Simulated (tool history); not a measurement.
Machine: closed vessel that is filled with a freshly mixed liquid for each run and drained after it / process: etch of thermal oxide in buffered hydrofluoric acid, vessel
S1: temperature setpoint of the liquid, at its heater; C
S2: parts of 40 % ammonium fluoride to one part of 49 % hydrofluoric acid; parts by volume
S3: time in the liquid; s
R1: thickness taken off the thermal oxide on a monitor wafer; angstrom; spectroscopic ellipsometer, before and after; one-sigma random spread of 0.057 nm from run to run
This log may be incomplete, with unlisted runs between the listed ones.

run	hour	S1	S2	S3	R1
1	0.0	22.0	20.0	30	156.63
2	2.9	25.0	20.0	30	185.71
3	6.8	27.5	20.0	30	211.01
4	14.5	25.5	20.0	30	190.59
5	17.6	24.0	20.0	30	175.34
6	20.5	24.0	20.0	30	175.27
7	25.4	20.0	20.5	30	139.06
8	33.3	19.5	20.5	30	135.19

Predict the results of run 9:
9	41.4	19.0	20.5	30	?

{"run 9": {"R1": 130.02}}

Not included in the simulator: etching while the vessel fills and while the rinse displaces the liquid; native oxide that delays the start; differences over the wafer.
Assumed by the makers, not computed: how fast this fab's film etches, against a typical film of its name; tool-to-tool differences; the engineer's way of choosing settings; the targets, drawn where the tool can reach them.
